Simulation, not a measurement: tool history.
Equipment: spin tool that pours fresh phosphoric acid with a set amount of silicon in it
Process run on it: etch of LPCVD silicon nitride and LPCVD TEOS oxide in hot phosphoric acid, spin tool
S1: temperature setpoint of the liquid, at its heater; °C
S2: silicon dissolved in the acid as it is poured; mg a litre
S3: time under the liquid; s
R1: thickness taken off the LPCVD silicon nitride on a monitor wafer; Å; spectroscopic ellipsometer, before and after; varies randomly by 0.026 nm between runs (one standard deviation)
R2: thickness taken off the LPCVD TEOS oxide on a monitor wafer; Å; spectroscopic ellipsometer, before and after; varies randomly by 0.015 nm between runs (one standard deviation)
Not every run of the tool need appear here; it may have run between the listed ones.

{"run": 1, "hour": 0.0, "S1": 161.0, "S2": 9.0, "S3": 75, "R1": 59.515, "R2": 2.1343}
{"run": 2, "hour": 4.8, "S1": 160.5, "S2": 8.0, "S3": 70, "R1": 54.561, "R2": 2.2338}
{"run": 3, "hour": 8.2, "S1": 160.5, "S2": 8.0, "S3": 95, "R1": 73.927, "R2": 3.2283}
{"run": 4, "hour": 8.8, "S1": 160.5, "S2": 8.0, "S3": 85, "R1": 66.592, "R2": 2.4016}
{"run": 5, "hour": 13.1, "S1": 160.0, "S2": 7.5, "S3": 80, "R1": 61.188, "R2": 2.7693}
{"run": 6, "hour": 18.6, "S1": 158.5, "S2": 7.5, "S3": 80, "R1": 58.051, "R2": 2.4786}
{"run": 7, "hour": 27.1, "S1": 158.0, "S2": 8.0, "S3": 75, "R1": 53.975, "R2": 1.8016}
{"run": 8, "hour": 28.9, "S1": 158.0, "S2": 7.5, "S3": 70, "R1": 50.032, "R2": 1.9016}
{"run": 9, "hour": 35.1, "S1": 157.0, "S2": 7.5, "S3": 65, "R1": 44.858, "R2": 1.2439}

Run 10, settings as shown, results not yet in. Your forecast:
{"run": 10, "hour": 43.2, "S1": 157.0, "S2": 6.5, "S3": 65, "R1": "?", "R2": "?"}

{"run 10": {"R1": 44.793, "R2": 1.7581}}
